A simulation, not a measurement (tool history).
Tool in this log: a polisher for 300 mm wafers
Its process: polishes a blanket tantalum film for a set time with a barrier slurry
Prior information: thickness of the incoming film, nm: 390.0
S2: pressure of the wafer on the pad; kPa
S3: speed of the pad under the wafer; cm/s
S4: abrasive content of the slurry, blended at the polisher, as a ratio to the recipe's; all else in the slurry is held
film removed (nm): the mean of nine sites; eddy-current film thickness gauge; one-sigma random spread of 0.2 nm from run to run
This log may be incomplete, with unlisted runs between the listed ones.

{"run": 1, "day": 0.0, "flow of slurry (ml/min)": 200, "S2": 9, "S3": 80, "S4": 1, "polishing time (s)": 19, "film removed (nm)": 16.719}
{"run": 2, "day": 0.279, "flow of slurry (ml/min)": 250, "S2": 9, "S3": 80, "S4": 1, "polishing time (s)": 19, "film removed (nm)": 17.122}
{"run": 3, "day": 0.575, "flow of slurry (ml/min)": 250, "S2": 9, "S3": 80, "S4": 0.9, "polishing time (s)": 19, "film removed (nm)": 16.479}
{"run": 4, "day": 0.658, "flow of slurry (ml/min)": 250, "S2": 9, "S3": 70, "S4": 0.9, "polishing time (s)": 19, "film removed (nm)": 15.425}
{"run": 5, "day": 0.979, "flow of slurry (ml/min)": 250, "S2": 9, "S3": 70, "S4": 0.9, "polishing time (s)": 19, "film removed (nm)": 15.275}
{"run": 6, "day": 1.179, "flow of slurry (ml/min)": 250, "S2": 10.3, "S3": 70, "S4": 0.9, "polishing time (s)": 19, "film removed (nm)": 17.829}
{"run": 7, "day": 1.308, "flow of slurry (ml/min)": 250, "S2": 11, "S3": 70, "S4": 0.9, "polishing time (s)": 19, "film removed (nm)": 18.946}
{"run": 8, "day": 1.554, "flow of slurry (ml/min)": 255, "S2": 11.7, "S3": 70, "S4": 0.9, "polishing time (s)": 19, "film removed (nm)": 20.038}

Predict the results of run 9:
{"run": 9, "day": 1.621, "flow of slurry (ml/min)": 255, "S2": 12.4, "S3": 70, "S4": 0.9, "polishing time (s)": 19, "film removed (nm)": "?"}

{"run 9": {"film removed (nm)": 21.19}}

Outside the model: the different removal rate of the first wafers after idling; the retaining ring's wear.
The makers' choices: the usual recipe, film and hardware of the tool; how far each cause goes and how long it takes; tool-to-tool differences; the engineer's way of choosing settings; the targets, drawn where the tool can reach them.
